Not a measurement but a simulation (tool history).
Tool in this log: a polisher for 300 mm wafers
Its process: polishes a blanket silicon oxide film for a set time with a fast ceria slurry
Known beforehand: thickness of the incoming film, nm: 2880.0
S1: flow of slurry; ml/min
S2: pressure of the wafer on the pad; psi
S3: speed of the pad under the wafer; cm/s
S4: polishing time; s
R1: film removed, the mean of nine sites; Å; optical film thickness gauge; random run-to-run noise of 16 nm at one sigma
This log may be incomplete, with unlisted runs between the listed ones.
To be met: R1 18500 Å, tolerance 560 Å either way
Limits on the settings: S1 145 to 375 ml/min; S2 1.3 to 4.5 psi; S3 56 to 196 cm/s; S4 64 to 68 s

| run | hour | S1 | S2 | S3 | S4 | R1 |
|---|---|---|---|---|---|---|
| 1 | 0 | 240 | 2.9 | 126 | 64 | 12240 |
| 2 | 3.2 | 240 | 2.9 | 126 | 68 | 13134 |
| 3 | 8.5 | 240 | 2.9 | 104 | 68 | 11540 |
| 4 | 16.8 | 280 | 2.9 | 104 | 68 | 11945 |
| 5 | 20.5 | 280 | 2.4 | 104 | 68 | 10440 |
| 6 | 26.2 | 280 | 2.4 | 74 | 68 | 8508.4 |
| 7 | 33.5 | 290 | 2.7 | 76 | 68 | 9448.1 |
| 8 | 34.9 | 295 | 3 | 78 | 68 | 10352 |
| 9 | 36.6 | 300 | 3.2 | 82 | 68 | 11078 |
| 10 | 43.1 | 305 | 3.4 | 86 | 68 | 12243 |
| 11 | 44 | 310 | 3.6 | 88 | 68 | 12705 |
| 12 | 51 | 310 | 3.6 | 88 | 68 | 12828 |
| 13 | 59.5 | 315 | 3.7 | 92 | 68 | 13569 |
| 14 | 63.7 | 315 | 3.8 | 94 | 68 | 14163 |
| 15 | 68.3 | 315 | 3.9 | 96 | 68 | 14464 |
| 16 | 71.4 | 315 | 4 | 98 | 68 | 14857 |
| 17 | 73.8 | 320 | 4.1 | 100 | 68 | 15566 |
| 18 | 75.9 | 320 | 4.2 | 102 | 68 | 15942 |
| 19 | 81.5 | 320 | 4.2 | 104 | 68 | 15992 |
| 20 | 89.5 | 320 | 4.2 | 106 | 68 | 16533 |
| 21 | 94.7 | 325 | 4.4 | 110 | 68 | 17289 |
| 22 | 98.4 | 325 | 4.4 | 110 | 68 | 17469 |

Which single option among these 5 for the next run brings every result within its allowed miss of target? Just one does.
| A | 102.1 | 330 | 4.5 | 102 | 68 | ? |
| B | 102.1 | 330 | 4.5 | 108 | 65 | ? |
| C | 102.1 | 325 | 4.5 | 116 | 64 | ? |
| D | 102.1 | 375 | 4.5 | 124 | 64 | ? |
| E | 102.1 | 305 | 4.5 | 102 | 68 | ? |

| move | R1 |
|---|---|
| A | 17024 |
| B | 16857 |
| C | 17341 |
| D | 18316 |
| E | 16905 |
A: further off than the last run
B: further off than the last run
C: further off than the last run
D: each result inside its tolerance
E: further off than the last run
Answer: D
